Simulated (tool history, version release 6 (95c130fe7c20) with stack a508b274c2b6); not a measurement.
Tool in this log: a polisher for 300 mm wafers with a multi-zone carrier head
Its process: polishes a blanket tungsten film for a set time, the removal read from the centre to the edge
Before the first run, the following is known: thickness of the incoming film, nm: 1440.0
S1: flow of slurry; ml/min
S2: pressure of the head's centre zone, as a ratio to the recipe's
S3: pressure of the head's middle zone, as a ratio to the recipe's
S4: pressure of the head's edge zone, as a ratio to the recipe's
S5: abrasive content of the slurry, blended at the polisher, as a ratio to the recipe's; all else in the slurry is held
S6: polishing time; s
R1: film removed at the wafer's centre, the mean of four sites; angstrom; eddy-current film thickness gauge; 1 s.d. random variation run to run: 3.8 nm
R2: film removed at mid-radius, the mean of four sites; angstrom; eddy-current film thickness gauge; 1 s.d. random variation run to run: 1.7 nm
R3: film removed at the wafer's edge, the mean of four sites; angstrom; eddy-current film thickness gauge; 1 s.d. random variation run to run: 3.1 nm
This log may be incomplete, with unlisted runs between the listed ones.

run  hour   S1    S2    S3    S4    S5  S6      R1      R2      R3
  1   0.0  215  1.00  1.00  1.00  1.00  58  3048.3  3133.9  3144.4
  2   6.2  215  1.00  1.00  1.00  1.15  58  3183.1  3312.9  3322.0
  3  10.9  205  1.00  0.95  0.98  1.05  58  3149.8  3087.5  3199.3
  4  19.8  200  0.99  0.91  0.98  0.90  58  3000.0  2838.4  3095.2
  5  26.2  200  0.99  0.84  0.98  0.90  58  2907.2  2633.8  3029.2
  6  33.4  195  0.99  0.83  0.96  0.85  58  2936.0  2598.1  2950.2
  7  37.3  165  0.99  0.81  0.99  0.60  57  2445.9  2164.6  2589.9
  8  39.5  185  1.00  0.82  0.99  0.60  57  2604.1  2226.4  2598.3
  9  47.3  195  1.00  0.82  1.00  0.60  57  2551.7  2237.2  2682.8

Run 10 is up next; what results do you expect?
 10  52.4  205  1.01  0.83  0.99  0.60  57   ?   ?   ?

R1: 2641.8 angstrom
R2: 2240.7 angstrom
R3: 2662.6 angstrom
